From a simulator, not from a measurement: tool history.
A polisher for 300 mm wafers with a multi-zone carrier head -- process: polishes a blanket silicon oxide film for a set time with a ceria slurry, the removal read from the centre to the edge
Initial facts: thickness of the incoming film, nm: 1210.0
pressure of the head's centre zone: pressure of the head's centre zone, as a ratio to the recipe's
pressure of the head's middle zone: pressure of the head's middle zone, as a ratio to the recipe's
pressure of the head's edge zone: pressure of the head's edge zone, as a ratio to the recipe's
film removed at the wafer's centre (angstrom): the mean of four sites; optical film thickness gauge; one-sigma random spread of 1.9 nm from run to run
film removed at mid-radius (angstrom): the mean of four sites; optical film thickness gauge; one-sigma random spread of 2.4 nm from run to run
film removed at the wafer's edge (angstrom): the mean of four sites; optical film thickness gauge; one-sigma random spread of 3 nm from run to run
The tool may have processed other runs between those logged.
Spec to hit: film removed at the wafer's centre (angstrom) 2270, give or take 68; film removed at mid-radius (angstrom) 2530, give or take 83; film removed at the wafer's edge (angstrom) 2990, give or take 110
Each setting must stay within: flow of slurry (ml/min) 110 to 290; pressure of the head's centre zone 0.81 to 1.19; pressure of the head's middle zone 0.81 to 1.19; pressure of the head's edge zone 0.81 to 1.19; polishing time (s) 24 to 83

run  hour  flow of slurry (ml/min)  pressure of the head's centre zone  pressure of the head's middle zone  pressure of the head's edge zone  polishing time (s)  film removed at the wafer's centre (angstrom)  film removed at mid-radius (angstrom)  film removed at the wafer's edge (angstrom)
  1     0                      185                                   1                                   1                                 1                  53                                         2408.3                                 2439.2                                       2391.4
  2   3.7                      180                                0.95                                0.97                              1.06                  55                                         2368.7                                   2454                                       2565.8
  3   6.5                      220                                0.95                                0.97                              1.06                  55                                         2437.6                                 2589.8                                       2633.3
  4    14                      220                                0.95                                1.01                              1.06                  55                                           2426                                   2672                                       2635.4
  5  22.7                      250                                0.95                                1.01                              1.06                  55                                         2493.7                                 2699.3                                       2637.2
  6  29.3                      230                                0.92                                0.97                              1.09                  56                                         2438.4                                 2587.6                                       2696.6
  7  31.5                      210                                0.89                                0.96                              1.12                  57                                         2337.8                                 2593.2                                       2740.9
  8  33.7                      200                                0.87                                0.93                              1.14                  58                                         2318.2                                 2566.2                                       2865.6
  9  39.9                      195                                0.86                                0.92                              1.15                  58                                         2264.5                                 2560.6                                         2795

Which single option among these 5 for the next run brings every result within its allowed miss of target? Just one does.
  A  46.1                      225                                 0.9                                0.99                              1.09                  53                                              ?                                      ?                                            ?
  B  46.1                      270                                0.86                                0.96                              1.08                  55                                              ?                                      ?                                            ?
  C  46.1                      160                                0.91                                0.98                              1.12                  58                                              ?                                      ?                                            ?
  D  46.1                      245                                0.82                                0.87                              1.19                  58                                              ?                                      ?                                            ?
  E  46.1                      190                                 0.9                                0.95                              1.13                  53                                              ?                                      ?                                            ?

move  film removed at the wafer's centre (angstrom)  film removed at mid-radius (angstrom)  film removed at the wafer's edge (angstrom)
   A                                         2247.9                                 2500.3                                       2518.9
   B                                         2283.9                                 2586.5                                       2647.4
   C                                         2334.1                                 2562.5                                       2680.7
   D                                         2265.2                                 2484.7                                       2912.6
   E                                         2184.5                                 2354.4                                       2518.9
A: the biggest miss grows against the last run
B: the biggest miss grows against the last run
C: the biggest miss grows against the last run
D: all results in spec
E: the biggest miss grows against the last run
Correct choice: D, which meets every target
